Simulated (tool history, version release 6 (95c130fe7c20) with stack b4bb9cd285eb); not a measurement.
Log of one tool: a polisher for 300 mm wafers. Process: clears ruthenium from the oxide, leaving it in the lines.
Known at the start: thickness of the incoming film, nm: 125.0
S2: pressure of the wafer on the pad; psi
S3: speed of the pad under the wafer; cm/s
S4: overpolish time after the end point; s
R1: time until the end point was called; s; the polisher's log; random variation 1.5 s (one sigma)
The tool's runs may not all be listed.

run 1 day=0.000 | flow_of_slurry_(ml/min)=265 S2=2.1 S3=104 S4=8 | R1=146.17
run 2 day=0.088 | flow_of_slurry_(ml/min)=265 S2=1.7 S3=104 S4=8 | R1=177.37
run 3 day=0.292 | flow_of_slurry_(ml/min)=265 S2=2.1 S3=106 S4=8 | R1=147.32
run 4 day=0.550 | flow_of_slurry_(ml/min)=265 S2=2.4 S3=108 S4=8 | R1=121.03
run 5 day=0.621 | flow_of_slurry_(ml/min)=265 S2=2.4 S3=108 S4=6 | R1=120.57
run 6 day=0.729 | flow_of_slurry_(ml/min)=265 S2=2.6 S3=108 S4=6 | R1=112.92

Run 7 comes next. What will it give?
run 7 day=0.775 | flow_of_slurry_(ml/min)=265 S2=2.6 S3=108 S4=6 | R1=?

Run 7 gave R1 112.79 s.
